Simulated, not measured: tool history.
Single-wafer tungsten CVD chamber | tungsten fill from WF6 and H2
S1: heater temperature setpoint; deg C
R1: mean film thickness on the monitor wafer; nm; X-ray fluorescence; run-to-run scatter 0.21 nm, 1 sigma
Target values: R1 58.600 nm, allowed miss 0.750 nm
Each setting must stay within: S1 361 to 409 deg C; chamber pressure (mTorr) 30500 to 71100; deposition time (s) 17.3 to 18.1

{"run": 1, "hour": 0.0, "S1": 385, "chamber pressure (mTorr)": 50800, "deposition time (s)": 18.1, "R1": 52.111}
{"run": 2, "hour": 4.2, "S1": 381, "chamber pressure (mTorr)": 50800, "deposition time (s)": 18.1, "R1": 47.79}
{"run": 3, "hour": 12.1, "S1": 381, "chamber pressure (mTorr)": 50800, "deposition time (s)": 17.3, "R1": 45.821}
{"run": 4, "hour": 16.5, "S1": 383, "chamber pressure (mTorr)": 50800, "deposition time (s)": 17.3, "R1": 47.807}
{"run": 5, "hour": 17.6, "S1": 383, "chamber pressure (mTorr)": 58200, "deposition time (s)": 17.3, "R1": 50.661}
{"run": 6, "hour": 21.6, "S1": 384, "chamber pressure (mTorr)": 58200, "deposition time (s)": 17.3, "R1": 51.884}
{"run": 7, "hour": 26.0, "S1": 384, "chamber pressure (mTorr)": 58200, "deposition time (s)": 17.3, "R1": 51.804}
{"run": 8, "hour": 34.5, "S1": 385, "chamber pressure (mTorr)": 58200, "deposition time (s)": 17.3, "R1": 53.141}
{"run": 9, "hour": 38.2, "S1": 386, "chamber pressure (mTorr)": 58200, "deposition time (s)": 17.3, "R1": 54.122}
{"run": 10, "hour": 39.3, "S1": 387, "chamber pressure (mTorr)": 58200, "deposition time (s)": 17.3, "R1": 55.724}
{"run": 11, "hour": 41.1, "S1": 388, "chamber pressure (mTorr)": 58200, "deposition time (s)": 17.3, "R1": 56.59}

Of the 5 settings listed for the next run, only one would bring every result within its allowed miss of target. Which one?
{"run": "A", "hour": 42.9, "S1": 382, "chamber pressure (mTorr)": 68200, "deposition time (s)": 17.3, "R1": "?"}
{"run": "B", "hour": 42.9, "S1": 385, "chamber pressure (mTorr)": 59100, "deposition time (s)": 17.3, "R1": "?"}
{"run": "C", "hour": 42.9, "S1": 391, "chamber pressure (mTorr)": 58100, "deposition time (s)": 17.3, "R1": "?"}
{"run": "D", "hour": 42.9, "S1": 389, "chamber pressure (mTorr)": 53700, "deposition time (s)": 18.1, "R1": "?"}
{"run": "E", "hour": 42.9, "S1": 386, "chamber pressure (mTorr)": 57100, "deposition time (s)": 17.3, "R1": "?"}

move=A R1=52.823
move=B R1=53.403
move=C R1=60.611
move=D R1=58.832
move=E R1=53.871
A: the biggest miss grows against the last run
B: the biggest miss grows against the last run
C: moves the result that the last run missed by most past its target, out the other side
D: meets every target
E: the biggest miss grows against the last run
Go with D: it meets all targets.

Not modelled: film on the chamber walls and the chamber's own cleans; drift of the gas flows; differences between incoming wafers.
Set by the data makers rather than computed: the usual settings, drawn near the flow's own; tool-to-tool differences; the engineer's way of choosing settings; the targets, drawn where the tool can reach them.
